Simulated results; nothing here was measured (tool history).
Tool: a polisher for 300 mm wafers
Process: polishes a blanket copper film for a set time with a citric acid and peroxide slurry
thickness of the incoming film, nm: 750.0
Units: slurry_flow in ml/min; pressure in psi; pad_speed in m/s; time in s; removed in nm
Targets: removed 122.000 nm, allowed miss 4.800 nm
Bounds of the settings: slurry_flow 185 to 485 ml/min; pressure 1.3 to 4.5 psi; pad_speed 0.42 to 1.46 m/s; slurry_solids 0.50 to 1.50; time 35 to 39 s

run	hour	slurry_flow	pressure	pad_speed	slurry_solids	time	removed
1	0.0	310	2.9	0.94	1.00	39	78.445
2	7.2	310	2.9	0.94	1.00	39	79.059
3	11.0	310	2.9	0.94	1.00	35	70.725
4	15.4	310	3.1	0.94	1.00	35	75.400
5	18.8	310	3.5	0.94	1.00	35	82.298
6	21.7	310	3.5	0.94	1.20	35	86.858
7	23.3	310	3.6	0.96	1.20	35	91.588
8	26.5	310	3.7	0.98	1.20	35	95.097
9	33.3	310	3.7	0.98	1.20	35	95.654
10	40.4	310	3.8	0.98	1.20	35	99.927
11	48.7	310	3.9	0.98	1.20	35	102.630
12	52.2	310	4.0	0.98	1.20	35	104.950

5 next moves are on the table. One of them brings every result within its allowed miss. Which?
A	55.7	295	4.0	1.00	1.20	36	?
B	55.7	330	4.4	0.92	1.25	36	?
C	55.7	255	4.0	1.02	1.40	35	?
D	55.7	325	4.4	1.08	1.25	37	?
E	55.7	325	4.0	1.02	1.20	39	?

move	removed
A	107.230
B	110.330
C	109.560
D	132.500
E	119.540
A: nearer than the last run, and not there yet
B: nearer than the last run, and not there yet
C: nearer than the last run, and not there yet
D: takes the result that was furthest off past its target
E: meets every target
The right move is E.
